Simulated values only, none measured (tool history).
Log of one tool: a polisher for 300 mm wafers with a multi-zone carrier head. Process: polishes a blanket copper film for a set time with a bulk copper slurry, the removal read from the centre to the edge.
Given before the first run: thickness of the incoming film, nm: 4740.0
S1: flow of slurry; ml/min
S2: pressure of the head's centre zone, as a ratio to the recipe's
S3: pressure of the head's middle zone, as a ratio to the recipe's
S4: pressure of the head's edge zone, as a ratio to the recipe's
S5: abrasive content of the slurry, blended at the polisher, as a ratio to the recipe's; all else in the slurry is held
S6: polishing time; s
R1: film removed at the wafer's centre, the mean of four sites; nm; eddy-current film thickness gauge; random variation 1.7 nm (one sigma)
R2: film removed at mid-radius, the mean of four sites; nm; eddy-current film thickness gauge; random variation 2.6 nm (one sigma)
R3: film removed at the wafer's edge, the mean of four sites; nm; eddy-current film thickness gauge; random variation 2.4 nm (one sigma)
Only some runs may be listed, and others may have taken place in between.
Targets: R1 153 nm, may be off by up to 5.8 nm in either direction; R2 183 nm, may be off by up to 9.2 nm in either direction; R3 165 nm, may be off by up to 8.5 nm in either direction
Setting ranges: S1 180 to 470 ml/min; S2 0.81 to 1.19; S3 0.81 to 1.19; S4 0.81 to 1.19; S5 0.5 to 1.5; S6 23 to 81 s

run,day,S1,S2,S3,S4,S5,S6,R1,R2,R3
1,0,300,1,1,1,1,52,297.34,289.97,298.01
2,0.238,235,1,1,1,1,52,296.44,293.06,298.09
3,0.467,230,0.97,1.02,0.98,0.9,46,243.68,262.45,254.31
4,0.754,230,0.96,1.01,0.96,0.8,42,217.16,224.99,219.11
5,1.067,230,0.93,1.02,0.94,0.75,41,206.61,222.54,213.08
6,1.362,225,0.91,1.03,0.93,0.7,39,186.09,202.47,189.96
7,1.517,225,0.89,1.04,0.93,0.65,39,179.47,203.26,191.76
8,1.792,225,0.88,1.04,0.91,0.6,38,167.92,198.07,181.58
9,1.904,225,0.86,0.99,0.84,0.5,36,151.36,169.22,157.38
10,1.925,225,0.86,1,0.85,0.5,36,148.11,172.65,159.28
11,1.983,225,0.86,1.01,0.86,0.5,36,152.32,170.37,158.88
12,2.108,225,0.86,1.02,0.87,0.5,36,154.16,170.2,162.32

Which one of the following 4 next-run settings gets every result inside its allowed miss? There is exactly one.
A,2.233,210,0.91,1.03,1.07,0.5,35,?,?,?
B,2.233,185,0.86,1.05,0.88,0.65,35,?,?,?
C,2.233,275,0.93,0.93,1.07,0.5,33,?,?,?
D,2.233,195,0.91,0.93,0.85,0.5,36,?,?,?

move,R1,R2,R3
A,153.05,171.37,170.12
B,153.62,183.98,164.1
C,150.87,151.8,163.48
D,156.08,160.68,156.34
A: better than the last run, though not everything is in spec
B: every result lands within tolerance
C: further off than the last run
D: further off than the last run
So the answer is move B, the one that meets all the targets.

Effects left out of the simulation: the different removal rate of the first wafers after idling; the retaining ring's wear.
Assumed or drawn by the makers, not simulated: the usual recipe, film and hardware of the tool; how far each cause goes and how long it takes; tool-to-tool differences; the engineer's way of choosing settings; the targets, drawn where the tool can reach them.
